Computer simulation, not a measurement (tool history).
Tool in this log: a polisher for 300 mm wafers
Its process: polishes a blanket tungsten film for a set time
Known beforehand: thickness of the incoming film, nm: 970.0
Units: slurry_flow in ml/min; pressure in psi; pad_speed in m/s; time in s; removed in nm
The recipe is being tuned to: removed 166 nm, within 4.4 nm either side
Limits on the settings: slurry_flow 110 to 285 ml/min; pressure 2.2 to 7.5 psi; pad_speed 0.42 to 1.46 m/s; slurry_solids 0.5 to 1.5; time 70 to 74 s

Run 1, day 0: slurry_flow 180 ml/min, pressure 4.8 psi, pad_speed 0.94 m/s, slurry_solids 1, time 70 s. Result: removed 416.99 nm.
Run 2, day 0.067: slurry_flow 205 ml/min, pressure 4.8 psi, pad_speed 0.94 m/s, slurry_solids 1, time 70 s. Result: removed 428.33 nm.
Run 3, day 0.238: slurry_flow 205 ml/min, pressure 4.8 psi, pad_speed 1.06 m/s, slurry_solids 1, time 70 s. Result: removed 489.62 nm.
Run 4, day 0.288: slurry_flow 200 ml/min, pressure 4.5 psi, pad_speed 1 m/s, slurry_solids 1, time 70 s. Result: removed 426.66 nm.
Run 5, day 0.342: slurry_flow 195 ml/min, pressure 4.2 psi, pad_speed 0.96 m/s, slurry_solids 1, time 70 s. Result: removed 377.51 nm.
Run 6, day 0.575: slurry_flow 190 ml/min, pressure 4 psi, pad_speed 0.92 m/s, slurry_solids 1, time 70 s. Result: removed 353.02 nm.
Run 7, day 0.633: slurry_flow 185 ml/min, pressure 3.8 psi, pad_speed 0.88 m/s, slurry_solids 1, time 70 s. Result: removed 318.74 nm.
Run 8, day 0.679: slurry_flow 180 ml/min, pressure 3.6 psi, pad_speed 0.84 m/s, slurry_solids 1, time 70 s. Result: removed 288.08 nm.
Run 9, day 0.788: slurry_flow 175 ml/min, pressure 3.4 psi, pad_speed 0.82 m/s, slurry_solids 1, time 70 s. Result: removed 261.23 nm.
Run 10, day 0.888: slurry_flow 170 ml/min, pressure 3.3 psi, pad_speed 0.8 m/s, slurry_solids 1, time 70 s. Result: removed 249.21 nm.
Run 11, day 1.012: slurry_flow 165 ml/min, pressure 3.2 psi, pad_speed 0.8 m/s, slurry_solids 1, time 70 s. Result: removed 241.76 nm.
Run 12, day 1.233: slurry_flow 160 ml/min, pressure 3.1 psi, pad_speed 0.8 m/s, slurry_solids 1, time 70 s. Result: removed 228.74 nm.
Run 13, day 1.408: slurry_flow 155 ml/min, pressure 3 psi, pad_speed 0.8 m/s, slurry_solids 1, time 70 s. Result: removed 226.95 nm.
Run 14, day 1.746: slurry_flow 150 ml/min, pressure 2.9 psi, pad_speed 0.8 m/s, slurry_solids 1, time 70 s. Result: removed 216.1 nm.
Run 15, day 1.979: slurry_flow 120 ml/min, pressure 2.2 psi, pad_speed 0.72 m/s, slurry_solids 1, time 70 s. Result: removed 144.61 nm.

Which of these 5 next moves meets every target?
Run A, day 2.212: slurry_flow 130 ml/min, pressure 3.2 psi, pad_speed 0.44 m/s, slurry_solids 1.15, time 74 s. Result: removed ?.
Run B, day 2.212: slurry_flow 165 ml/min, pressure 2.8 psi, pad_speed 0.64 m/s, slurry_solids 1.1, time 74 s. Result: removed ?.
Run C, day 2.212: slurry_flow 180 ml/min, pressure 2.4 psi, pad_speed 0.74 m/s, slurry_solids 0.75, time 72 s. Result: removed ?.
Run D, day 2.212: slurry_flow 110 ml/min, pressure 2.4 psi, pad_speed 0.64 m/s, slurry_solids 0.65, time 70 s. Result: removed ?.
Run E, day 2.212: slurry_flow 130 ml/min, pressure 4 psi, pad_speed 0.48 m/s, slurry_solids 0.9, time 72 s. Result: removed ?.

move  removed
   A   145.88
   B    188.5
   C   168.97
   D   127.41
   E   180.27
A: better than the last run, though not everything is in spec
B: takes the biggest miss from the last run beyond its target
C: hits every target within its allowed miss
D: further off than the last run
E: takes the biggest miss from the last run beyond its target
Move C is the one to make.
